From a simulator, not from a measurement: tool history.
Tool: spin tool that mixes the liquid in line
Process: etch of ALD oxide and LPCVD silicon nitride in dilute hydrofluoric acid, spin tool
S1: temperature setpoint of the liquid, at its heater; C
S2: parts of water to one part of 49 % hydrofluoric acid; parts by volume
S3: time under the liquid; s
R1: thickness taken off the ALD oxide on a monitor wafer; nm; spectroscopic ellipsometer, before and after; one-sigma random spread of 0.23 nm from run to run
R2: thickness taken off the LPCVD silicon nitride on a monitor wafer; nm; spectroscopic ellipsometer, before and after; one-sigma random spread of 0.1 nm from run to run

run    day    S1  S2  S3       R1       R2
  1  0.000  25.0  85  30   7.0385  0.22779
  2  0.158  25.0  85  20   4.7555  0.16550
  3  0.458  27.5  65  25   8.7844  0.34869
  4  0.512  27.5  45  25  13.0770  0.37948
  5  0.650  27.5  45  35  18.4120  0.51116
  6  0.979  29.0  40  35  22.1370  0.57427

The next listed run, before its measurement:
  7  1.296  30.5  40  35   ?   ?

R1: 23.2240 nm
R2: 0.70947 nm

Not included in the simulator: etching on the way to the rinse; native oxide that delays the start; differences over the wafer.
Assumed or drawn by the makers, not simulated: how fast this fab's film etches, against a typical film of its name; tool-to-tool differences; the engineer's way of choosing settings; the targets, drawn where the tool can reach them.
